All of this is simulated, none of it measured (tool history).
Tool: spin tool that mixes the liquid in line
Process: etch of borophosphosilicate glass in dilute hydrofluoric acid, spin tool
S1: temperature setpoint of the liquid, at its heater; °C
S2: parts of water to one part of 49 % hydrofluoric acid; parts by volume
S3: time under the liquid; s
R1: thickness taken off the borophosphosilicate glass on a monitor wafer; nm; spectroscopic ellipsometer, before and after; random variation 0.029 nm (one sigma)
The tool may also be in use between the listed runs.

run,day,S1,S2,S3,R1
1,0,24,220,100,13.306
2,0.079,22,225,100,12.042
3,0.412,25.5,225,100,13.654
4,0.775,23.5,230,100,12.308
5,1.092,23.5,230,110,13.646
6,1.454,22,235,110,12.515
7,1.575,20.5,240,110,11.524
8,1.929,19.5,245,110,10.802

Forecast run 9:
9,2.217,19,245,110,?

R1: 10.641 nm
